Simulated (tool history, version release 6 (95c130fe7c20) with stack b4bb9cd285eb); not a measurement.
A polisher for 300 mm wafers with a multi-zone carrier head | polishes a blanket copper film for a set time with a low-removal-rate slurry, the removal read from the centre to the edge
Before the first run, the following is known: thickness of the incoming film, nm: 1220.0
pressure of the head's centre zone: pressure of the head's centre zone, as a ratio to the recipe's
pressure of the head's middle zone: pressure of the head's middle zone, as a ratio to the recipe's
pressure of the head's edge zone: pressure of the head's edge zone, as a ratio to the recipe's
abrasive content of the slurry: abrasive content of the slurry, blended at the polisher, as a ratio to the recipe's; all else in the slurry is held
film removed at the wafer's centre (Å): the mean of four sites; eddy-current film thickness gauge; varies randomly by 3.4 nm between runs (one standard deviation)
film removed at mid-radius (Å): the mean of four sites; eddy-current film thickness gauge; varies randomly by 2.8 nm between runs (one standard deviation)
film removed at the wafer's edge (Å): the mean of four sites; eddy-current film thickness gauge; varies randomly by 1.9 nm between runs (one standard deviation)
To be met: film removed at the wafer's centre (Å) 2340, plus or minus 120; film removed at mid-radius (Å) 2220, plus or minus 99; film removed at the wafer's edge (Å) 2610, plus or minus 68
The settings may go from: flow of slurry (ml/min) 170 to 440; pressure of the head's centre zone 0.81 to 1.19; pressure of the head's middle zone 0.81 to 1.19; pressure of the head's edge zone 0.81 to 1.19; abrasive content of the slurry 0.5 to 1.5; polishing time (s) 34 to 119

run,hour,flow of slurry (ml/min),pressure of the head's centre zone,pressure of the head's middle zone,pressure of the head's edge zone,abrasive content of the slurry,polishing time (s),film removed at the wafer's centre (Å),film removed at mid-radius (Å),film removed at the wafer's edge (Å)
1,0,280,1,1,1,1,76,2989.6,2959,2928.8
2,4.2,280,1,1,1,1.15,76,2972.5,3079.6,3051.2
3,8.5,280,1,1,1,1.25,76,3145.6,3137.4,3138
4,9.2,275,0.98,0.97,1,1.15,75,3007.3,2969.6,2973.8
5,9.8,275,0.95,0.94,1.04,1.1,73,2732.6,2811.7,2922.4
6,12.8,275,0.89,0.94,1.04,1.1,73,2627.2,2792.6,2946.1
7,20.9,270,0.9,0.92,1.05,1.05,72,2605.7,2643.3,2860.4
8,24.2,265,0.89,0.9,1.05,1,72,2462.6,2592.8,2830.3
9,30,260,0.91,0.88,1.05,0.95,72,2498.3,2522.1,2802.8
10,37,255,0.91,0.87,1.05,0.9,72,2476.6,2411.3,2709.1
11,45.2,250,0.9,0.86,1.05,0.9,72,2419.4,2402.3,2719.8
12,51.2,245,0.9,0.85,1.05,0.9,72,2426.1,2377.8,2725.8
13,59.6,240,0.9,0.84,1.04,0.9,72,2441.8,2324,2701.6
14,62,235,0.89,0.84,1.04,0.9,72,2377.2,2331.5,2726.8

Pick the move, out of 5, that brings all results within their allowed miss; only one does.
A,64.4,270,0.96,0.88,1.04,0.9,65,?,?,?
B,64.4,235,1.07,0.82,1.02,0.95,69,?,?,?
C,64.4,175,0.92,0.84,1.03,1.05,70,?,?,?
D,64.4,350,0.99,0.91,1.11,1.35,54,?,?,?
E,64.4,295,1.05,0.86,1.01,0.85,67,?,?,?

move,film removed at the wafer's centre (Å),film removed at mid-radius (Å),film removed at the wafer's edge (Å)
A,2360.9,2241.9,2484.9
B,2718.4,2240.9,2624.3
C,2385.7,2273.1,2653.6
D,2327.9,2211.5,2439.6
E,2594.5,2250,2504.4
A: carries the result that was furthest off beyond its target, to the other side
B: the worst result of the last run now meets its target, but another is out of spec
C: hits every target within its allowed miss
D: carries the result that was furthest off beyond its target, to the other side
E: carries the result that was furthest off beyond its target, to the other side
Correct choice: C, which meets every target
